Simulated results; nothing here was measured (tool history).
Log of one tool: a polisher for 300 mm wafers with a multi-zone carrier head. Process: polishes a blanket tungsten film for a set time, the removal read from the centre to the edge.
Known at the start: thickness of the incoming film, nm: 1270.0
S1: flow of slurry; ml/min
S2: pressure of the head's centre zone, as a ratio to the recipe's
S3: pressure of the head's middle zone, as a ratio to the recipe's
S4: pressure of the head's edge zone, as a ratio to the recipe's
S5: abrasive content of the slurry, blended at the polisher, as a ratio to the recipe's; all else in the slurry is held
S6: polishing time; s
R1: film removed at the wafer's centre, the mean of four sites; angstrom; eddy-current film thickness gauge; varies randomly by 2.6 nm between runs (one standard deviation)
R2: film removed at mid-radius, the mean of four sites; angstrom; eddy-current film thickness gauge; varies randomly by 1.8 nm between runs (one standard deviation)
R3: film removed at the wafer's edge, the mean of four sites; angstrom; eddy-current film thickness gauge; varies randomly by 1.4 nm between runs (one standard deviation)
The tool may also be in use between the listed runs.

| run | hour | S1 | S2 | S3 | S4 | S5 | S6 | R1 | R2 | R3 |
|---|---|---|---|---|---|---|---|---|---|---|
| 1 | 0 | 235 | 1 | 1 | 1 | 1 | 55 | 3528.1 | 3564.8 | 3622.4 |
| 2 | 2.1 | 230 | 0.98 | 1 | 0.98 | 0.95 | 53 | 3288.7 | 3422.6 | 3391.5 |
| 3 | 7.8 | 190 | 0.98 | 1 | 0.98 | 0.95 | 53 | 3069.9 | 3281.6 | 3280.9 |
| 4 | 16.6 | 190 | 0.98 | 1.07 | 0.98 | 0.95 | 53 | 3162.5 | 3451.4 | 3254 |
| 5 | 22.7 | 190 | 0.98 | 0.99 | 0.98 | 0.95 | 53 | 3193.7 | 3257.1 | 3285.6 |
| 6 | 30.9 | 190 | 1.05 | 0.99 | 0.98 | 0.95 | 53 | 3402.1 | 3246.6 | 3295.8 |
|  | 39.2 | slurry nozzle cleaned |
| 7 | 39.2 | 185 | 1.03 | 0.99 | 0.96 | 0.9 | 52 | 3410.9 | 3276.6 | 3233.5 |
| 8 | 41.5 | 180 | 1.01 | 1 | 0.96 | 0.9 | 50 | 3089.5 | 3179 | 3055.7 |
| 9 | 48.9 | 175 | 0.99 | 0.99 | 0.95 | 0.85 | 48 | 2872.2 | 2941.2 | 2895.6 |
| 10 | 53.3 | 170 | 0.97 | 0.99 | 0.94 | 0.8 | 47 | 2721.6 | 2808.1 | 2771.9 |
| 11 | 57.5 | 165 | 0.95 | 1 | 0.93 | 0.75 | 47 | 2569 | 2758.7 | 2671.9 |
| 12 | 59 | 165 | 0.95 | 1 | 0.93 | 0.75 | 47 | 2645.9 | 2761.9 | 2687.2 |
| 13 | 65.3 | 160 | 0.93 | 1.01 | 0.93 | 0.7 | 47 | 2419.9 | 2697.2 | 2603.8 |

What will run 14 give?
| 14 | 70.9 | 170 | 0.89 | 1.02 | 0.83 | 0.5 | 45 | ? | ? | ? |

R1: 2001.8 angstrom
R2: 2355.4 angstrom
R3: 2085.1 angstrom
